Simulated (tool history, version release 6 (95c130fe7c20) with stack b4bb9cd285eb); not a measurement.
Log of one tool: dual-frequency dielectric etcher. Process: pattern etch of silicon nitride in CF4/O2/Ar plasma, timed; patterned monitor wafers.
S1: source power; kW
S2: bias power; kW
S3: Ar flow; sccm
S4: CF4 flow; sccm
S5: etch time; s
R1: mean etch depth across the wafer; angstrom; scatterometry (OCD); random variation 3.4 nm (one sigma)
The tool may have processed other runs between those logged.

{"run": 1, "day": 0.0, "S1": 0.48, "S2": 0.067, "S3": 91, "S4": 93, "S5": 477.5, "R1": 8958.3}
{"run": 2, "day": 0.254, "S1": 0.49, "S2": 0.067, "S3": 91, "S4": 93, "S5": 477.5, "R1": 9148.6}
{"run": 3, "day": 0.571, "S1": 0.57, "S2": 0.067, "S3": 91, "S4": 93, "S5": 477.5, "R1": 10693}
{"run": 4, "day": 0.833, "S1": 0.59, "S2": 0.067, "S3": 91, "S4": 93, "S5": 477.5, "R1": 11120}
{"day": 1.192, "done": "bias power generator calibrated"}
{"run": 5, "day": 1.192, "S1": 0.53, "S2": 0.067, "S3": 91, "S4": 93, "S5": 477.5, "R1": 10131}
{"run": 6, "day": 1.446, "S1": 0.54, "S2": 0.067, "S3": 91, "S4": 93, "S5": 477.5, "R1": 10321}
{"run": 7, "day": 1.812, "S1": 0.55, "S2": 0.067, "S3": 91, "S4": 93, "S5": 477.5, "R1": 10520}

Run 8 has not been measured yet. What should we expect?
{"run": 8, "day": 1.975, "S1": 0.57, "S2": 0.067, "S3": 91, "S4": 93, "S5": 477.5, "R1": "?"}

Run 8 gave R1 10930 angstrom.

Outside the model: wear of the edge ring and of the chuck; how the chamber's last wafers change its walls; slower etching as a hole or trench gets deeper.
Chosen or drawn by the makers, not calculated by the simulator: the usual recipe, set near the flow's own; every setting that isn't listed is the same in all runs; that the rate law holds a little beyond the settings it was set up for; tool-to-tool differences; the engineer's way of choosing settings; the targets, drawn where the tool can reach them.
